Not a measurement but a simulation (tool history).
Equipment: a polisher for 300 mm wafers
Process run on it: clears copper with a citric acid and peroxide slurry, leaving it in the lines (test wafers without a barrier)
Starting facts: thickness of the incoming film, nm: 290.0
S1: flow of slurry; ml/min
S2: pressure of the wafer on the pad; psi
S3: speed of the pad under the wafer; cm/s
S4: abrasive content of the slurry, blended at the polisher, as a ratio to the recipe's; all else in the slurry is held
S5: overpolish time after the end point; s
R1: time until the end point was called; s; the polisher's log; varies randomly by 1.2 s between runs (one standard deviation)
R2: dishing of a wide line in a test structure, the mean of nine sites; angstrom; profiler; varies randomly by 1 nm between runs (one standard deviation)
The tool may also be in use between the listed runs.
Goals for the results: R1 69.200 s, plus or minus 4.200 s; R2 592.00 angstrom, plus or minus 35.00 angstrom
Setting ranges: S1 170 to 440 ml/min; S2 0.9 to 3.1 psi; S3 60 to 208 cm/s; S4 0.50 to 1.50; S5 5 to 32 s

{"run": 1, "hour": 0.0, "S1": 280, "S2": 2.0, "S3": 134, "S4": 1.0, "S5": 16, "R1": 130.31, "R2": 244.96}
{"run": 2, "hour": 4.3, "S1": 280, "S2": 2.0, "S3": 134, "S4": 1.0, "S5": 22, "R1": 131.29, "R2": 320.36}
{"run": 3, "hour": 13.2, "S1": 280, "S2": 2.0, "S3": 134, "S4": 1.0, "S5": 19, "R1": 127.6, "R2": 279.95}
{"run": 4, "hour": 20.2, "S1": 280, "S2": 1.7, "S3": 134, "S4": 1.0, "S5": 19, "R1": 154.28, "R2": 242.7}
{"run": 5, "hour": 23.2, "S1": 210, "S2": 1.7, "S3": 134, "S4": 1.0, "S5": 19, "R1": 154.69, "R2": 235.37}
{"run": 6, "hour": 24.6, "S1": 210, "S2": 1.2, "S3": 134, "S4": 1.0, "S5": 19, "R1": 221.16, "R2": 174.66}
{"run": 7, "hour": 27.4, "S1": 210, "S2": 1.5, "S3": 136, "S4": 1.0, "S5": 20, "R1": 175.26, "R2": 221.13}
{"run": 8, "hour": 30.6, "S1": 210, "S2": 1.7, "S3": 136, "S4": 1.0, "S5": 21, "R1": 151.67, "R2": 264.79}
{"run": 9, "hour": 33.1, "S1": 210, "S2": 1.9, "S3": 136, "S4": 1.0, "S5": 21, "R1": 142.06, "R2": 290.15}
{"run": 10, "hour": 34.9, "S1": 210, "S2": 1.9, "S3": 136, "S4": 1.0, "S5": 21, "R1": 145.55, "R2": 291.33}
{"run": 11, "hour": 43.9, "S1": 220, "S2": 2.1, "S3": 138, "S4": 1.0, "S5": 21, "R1": 126.07, "R2": 308.62}
{"run": 12, "hour": 44.8, "S1": 225, "S2": 2.3, "S3": 140, "S4": 1.0, "S5": 22, "R1": 111.68, "R2": 371.97}
{"run": 13, "hour": 52.4, "S1": 230, "S2": 2.4, "S3": 142, "S4": 1.0, "S5": 22, "R1": 101.13, "R2": 386.58}
{"run": 14, "hour": 61.0, "S1": 235, "S2": 2.5, "S3": 142, "S4": 1.0, "S5": 22, "R1": 102.27, "R2": 402.27}
{"run": 15, "hour": 66.4, "S1": 240, "S2": 2.6, "S3": 144, "S4": 1.0, "S5": 22, "R1": 98.208, "R2": 416.11}

Consider the 4 candidate settings below. Which is the only one whose results all fall within their allowed miss of target?
{"run": "A", "hour": 71.8, "S1": 260, "S2": 2.6, "S3": 108, "S4": 1.0, "S5": 17, "R1": "?", "R2": "?"}
{"run": "B", "hour": 71.8, "S1": 215, "S2": 2.9, "S3": 180, "S4": 1.0, "S5": 24, "R1": "?", "R2": "?"}
{"run": "C", "hour": 71.8, "S1": 300, "S2": 2.1, "S3": 136, "S4": 1.05, "S5": 32, "R1": "?", "R2": "?"}
{"run": "D", "hour": 71.8, "S1": 235, "S2": 2.9, "S3": 160, "S4": 0.85, "S5": 10, "R1": "?", "R2": "?"}

move=A R1=125.610 R2=263.81
move=B R1=70.605 R2=577.91
move=C R1=121.240 R2=461.57
move=D R1=79.929 R2=246.43
A: lands further from the targets than the last run did
B: in spec on every target
C: lands further from the targets than the last run did
D: lands further from the targets than the last run did
Move B is the one to make.
